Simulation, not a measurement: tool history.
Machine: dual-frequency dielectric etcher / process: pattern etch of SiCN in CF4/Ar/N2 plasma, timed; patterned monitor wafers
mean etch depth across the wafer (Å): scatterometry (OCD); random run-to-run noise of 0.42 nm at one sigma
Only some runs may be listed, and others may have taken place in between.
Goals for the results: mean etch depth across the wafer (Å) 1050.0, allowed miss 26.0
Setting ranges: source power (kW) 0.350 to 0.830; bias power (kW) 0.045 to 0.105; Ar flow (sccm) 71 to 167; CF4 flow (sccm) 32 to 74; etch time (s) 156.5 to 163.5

run,day,source power (kW),bias power (kW),Ar flow (sccm),CF4 flow (sccm),etch time (s),mean etch depth across the wafer (Å)
1,0.000,0.590,0.075,119,53,156.5,1523.3
2,0.371,0.590,0.075,108,53,156.5,1547.4
3,0.500,0.590,0.066,108,53,156.5,1499.3
4,0.567,0.520,0.065,109,53,156.5,1317.8
5,0.796,0.520,0.065,109,49,156.5,1303.7
6,0.838,0.520,0.071,109,49,156.5,1346.7
7,0.971,0.470,0.070,109,49,156.5,1207.3
8,1.188,0.450,0.070,109,49,156.5,1154.8
9,1.429,0.430,0.070,109,49,156.5,1106.5
10,1.762,0.420,0.070,109,49,156.5,1081.8

5 next moves are on the table. One of them brings every result within its allowed miss. Which?
A,2.096,0.440,0.056,106,63,156.5,?
B,2.096,0.390,0.088,101,48,159.5,?
C,2.096,0.380,0.082,86,43,156.5,?
D,2.096,0.430,0.070,106,52,156.5,?
E,2.096,0.450,0.045,84,47,159.5,?

move,mean etch depth across the wafer (Å)
A,1114.2
B,1107.0
C,1047.2
D,1122.7
E,1099.8
A: lands further from the targets than the last run did
B: lands further from the targets than the last run did
C: every result lands within tolerance
D: lands further from the targets than the last run did
E: lands further from the targets than the last run did
The move that meets every target is C.
